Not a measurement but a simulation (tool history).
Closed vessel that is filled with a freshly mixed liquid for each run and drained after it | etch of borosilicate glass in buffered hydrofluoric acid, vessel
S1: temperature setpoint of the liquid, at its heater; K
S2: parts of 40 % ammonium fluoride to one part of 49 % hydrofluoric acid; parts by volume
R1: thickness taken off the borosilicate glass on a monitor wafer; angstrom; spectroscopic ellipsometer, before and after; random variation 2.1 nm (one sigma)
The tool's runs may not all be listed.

run 1 hour=0 | S1=298.15 S2=8.5 time_in_the_liquid_(s)=90 | R1=1554.8
run 2 hour=3.4 | S1=298.15 S2=9.5 time_in_the_liquid_(s)=90 | R1=1410.5
run 3 hour=10.3 | S1=299.65 S2=9 time_in_the_liquid_(s)=90 | R1=1575.7
run 4 hour=17 | S1=300.65 S2=8.5 time_in_the_liquid_(s)=90 | R1=1780.4
run 5 hour=19.5 | S1=300.65 S2=8.5 time_in_the_liquid_(s)=100 | R1=1976.4
run 6 hour=27.1 | S1=300.65 S2=8.5 time_in_the_liquid_(s)=90 | R1=1764
run 7 hour=33 | S1=301.65 S2=8.5 time_in_the_liquid_(s)=90 | R1=1852.5
run 8 hour=36.5 | S1=302.65 S2=8.5 time_in_the_liquid_(s)=90 | R1=2002.9

Forecast run 9:
run 9 hour=45 | S1=303.15 S2=8.5 time_in_the_liquid_(s)=90 | R1=?

Run 9 gave R1 2051.8 angstrom.

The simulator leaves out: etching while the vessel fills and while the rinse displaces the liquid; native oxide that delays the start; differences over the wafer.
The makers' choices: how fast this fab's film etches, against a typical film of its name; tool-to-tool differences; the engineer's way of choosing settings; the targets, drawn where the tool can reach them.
